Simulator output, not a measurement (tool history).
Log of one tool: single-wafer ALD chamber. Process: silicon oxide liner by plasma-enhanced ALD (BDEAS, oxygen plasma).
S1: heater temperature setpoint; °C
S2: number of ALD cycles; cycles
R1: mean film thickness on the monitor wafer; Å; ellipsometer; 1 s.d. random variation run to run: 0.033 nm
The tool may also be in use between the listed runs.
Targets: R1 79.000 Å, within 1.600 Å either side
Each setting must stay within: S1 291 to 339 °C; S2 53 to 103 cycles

run,hour,S1,S2,R1
1,0.0,315,78,71.028
2,3.8,315,80,72.733
3,10.2,315,70,63.286
4,15.6,315,81,73.591
5,21.1,315,92,84.049
# hour 27.9: thermocouple changed; heater temperature recalibrated
6,27.9,326,92,81.549
7,29.0,327,92,81.346
8,34.6,328,92,81.303
9,42.1,328,92,81.597
10,47.6,329,92,81.542

Next run, 4 choices. One meets every target within its allowed miss, the rest don't. Which?
A,53.1,329,95,?
B,53.1,338,87,?
C,53.1,324,89,?
D,53.1,338,97,?

move,R1
A,83.750
B,75.603
C,79.082
D,84.293
A: moves away from the targets compared with the last run
B: the result that was furthest off in the last run now lies on the other side of its target
C: each result inside its tolerance
D: moves away from the targets compared with the last run
Move C is the one to make.

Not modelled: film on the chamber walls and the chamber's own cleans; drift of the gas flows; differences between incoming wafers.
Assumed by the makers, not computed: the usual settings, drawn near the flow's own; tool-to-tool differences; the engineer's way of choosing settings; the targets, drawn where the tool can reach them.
